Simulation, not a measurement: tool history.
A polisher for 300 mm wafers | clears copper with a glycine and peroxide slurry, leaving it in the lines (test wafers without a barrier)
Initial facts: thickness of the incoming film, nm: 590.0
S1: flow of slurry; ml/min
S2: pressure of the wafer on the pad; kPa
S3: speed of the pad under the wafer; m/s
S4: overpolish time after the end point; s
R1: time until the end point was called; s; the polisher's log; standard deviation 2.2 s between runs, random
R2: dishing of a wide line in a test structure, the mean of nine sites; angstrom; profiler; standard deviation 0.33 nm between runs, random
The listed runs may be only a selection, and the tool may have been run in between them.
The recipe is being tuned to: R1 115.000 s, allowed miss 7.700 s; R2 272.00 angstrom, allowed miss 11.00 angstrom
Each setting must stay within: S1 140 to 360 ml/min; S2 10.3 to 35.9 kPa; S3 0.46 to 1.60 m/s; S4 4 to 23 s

run,hour,S1,S2,S3,S4,R1,R2
1,0.0,230,22.8,1.02,12,103.750,478.08
2,6.0,230,22.8,0.84,12,118.780,418.28
3,13.1,230,23.4,0.82,10,120.850,360.91
4,18.0,265,23.4,0.82,10,118.880,373.69
5,20.7,265,23.4,1.08,10,95.837,448.91
6,27.2,265,22.1,1.08,9,96.819,385.36
7,29.6,265,20.0,1.08,9,104.310,364.21
8,37.9,265,18.6,1.08,8,111.350,315.32
9,39.2,265,17.9,1.08,8,111.270,303.37
10,40.4,265,17.2,1.08,8,120.090,300.87
11,44.2,265,17.2,1.08,8,120.560,300.57

Which single option among these 4 for the next run brings every result within its allowed miss of target? Just one does.
A,48.0,280,21.4,0.88,9,?,?
B,48.0,360,17.9,1.06,7,?,?
C,48.0,205,19.3,1.12,9,?,?
D,48.0,285,14.5,1.14,10,?,?

move,R1,R2
A,114.630,338.36
B,109.580,279.89
C,104.990,363.17
D,122.830,345.10
A: further off than the last run
B: hits every target within its allowed miss
C: further off than the last run
D: further off than the last run
Move B is the one to make.

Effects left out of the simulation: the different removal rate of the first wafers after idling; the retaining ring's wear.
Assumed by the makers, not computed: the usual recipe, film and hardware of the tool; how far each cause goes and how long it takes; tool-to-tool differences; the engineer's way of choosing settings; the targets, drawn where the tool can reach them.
